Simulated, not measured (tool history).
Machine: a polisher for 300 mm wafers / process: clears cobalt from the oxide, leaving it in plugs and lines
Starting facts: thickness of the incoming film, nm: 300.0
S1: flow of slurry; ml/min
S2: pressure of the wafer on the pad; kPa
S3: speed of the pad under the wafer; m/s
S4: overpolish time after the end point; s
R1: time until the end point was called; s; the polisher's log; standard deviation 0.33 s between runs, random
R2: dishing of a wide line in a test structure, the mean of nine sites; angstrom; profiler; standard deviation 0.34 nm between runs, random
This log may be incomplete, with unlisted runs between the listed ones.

Run 1, hour 0.0: S1 180 ml/min, S2 11.0 kPa, S3 1.00 m/s, S4 20 s. Result: R1 63.768 s, R2 228.26 angstrom.
Run 2, hour 0.6: S1 180 ml/min, S2 8.3 kPa, S3 1.00 m/s, S4 20 s. Result: R1 84.136 s, R2 218.14 angstrom.
Run 3, hour 2.5: S1 200 ml/min, S2 8.3 kPa, S3 1.00 m/s, S4 20 s. Result: R1 82.809 s, R2 225.03 angstrom.
Run 4, hour 6.7: S1 185 ml/min, S2 11.0 kPa, S3 1.02 m/s, S4 17 s. Result: R1 64.822 s, R2 219.18 angstrom.
Run 5, hour 14.7: S1 185 ml/min, S2 11.0 kPa, S3 0.80 m/s, S4 17 s. Result: R1 75.441 s, R2 210.78 angstrom.
Run 6, hour 18.2: S1 190 ml/min, S2 13.1 kPa, S3 0.84 m/s, S4 17 s. Result: R1 62.588 s, R2 221.10 angstrom.
Run 7, hour 22.8: S1 185 ml/min, S2 14.5 kPa, S3 0.90 m/s, S4 15 s. Result: R1 54.354 s, R2 219.95 angstrom.
Run 8, hour 24.3: S1 185 ml/min, S2 15.9 kPa, S3 0.96 m/s, S4 14 s. Result: R1 48.179 s, R2 223.96 angstrom.
Run 9, hour 33.0: S1 190 ml/min, S2 16.5 kPa, S3 1.02 m/s, S4 13 s. Result: R1 44.681 s, R2 221.11 angstrom.
Run 10, hour 35.6: S1 190 ml/min, S2 17.2 kPa, S3 1.08 m/s, S4 14 s. Result: R1 40.813 s, R2 220.37 angstrom.
Run 11, hour 41.1: S1 185 ml/min, S2 17.2 kPa, S3 1.12 m/s, S4 17 s. Result: R1 39.548 s, R2 224.11 angstrom.
Run 12, hour 45.6: S1 185 ml/min, S2 17.2 kPa, S3 1.14 m/s, S4 18 s. Result: R1 39.217 s, R2 229.93 angstrom.
Run 13, hour 54.3: S1 185 ml/min, S2 17.2 kPa, S3 1.16 m/s, S4 17 s. Result: R1 38.941 s, R2 235.47 angstrom.

Predict the results of run 14:
Run 14, hour 56.1: S1 190 ml/min, S2 17.2 kPa, S3 1.18 m/s, S4 15 s. Result: R1 ?, R2 ?.

For run 14 the tool returned R1 38.336 s, R2 219.50 angstrom.
